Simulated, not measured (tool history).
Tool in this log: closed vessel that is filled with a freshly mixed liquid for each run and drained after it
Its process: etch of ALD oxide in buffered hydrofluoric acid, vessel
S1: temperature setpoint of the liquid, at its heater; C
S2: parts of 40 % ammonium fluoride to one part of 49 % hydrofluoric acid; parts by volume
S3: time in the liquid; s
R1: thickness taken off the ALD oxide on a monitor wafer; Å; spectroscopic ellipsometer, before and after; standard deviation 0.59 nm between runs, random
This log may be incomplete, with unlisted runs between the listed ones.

run,hour,S1,S2,S3,R1
1,0,22,16.5,35,380.91
2,1.3,23.5,15,35,455.13
3,2.6,25,14,35,524.03
4,8.1,26,13,35,593.13
5,13.2,27,12.5,35,656.78
6,22.4,30,12.5,35,770.94
7,31,30,12.5,35,757.98
8,35.3,30,12,35,802.15

Run 9 comes next. What will it give?
9,38.9,30,11,35,?

For run 9 the tool returned R1 872.63 Å.
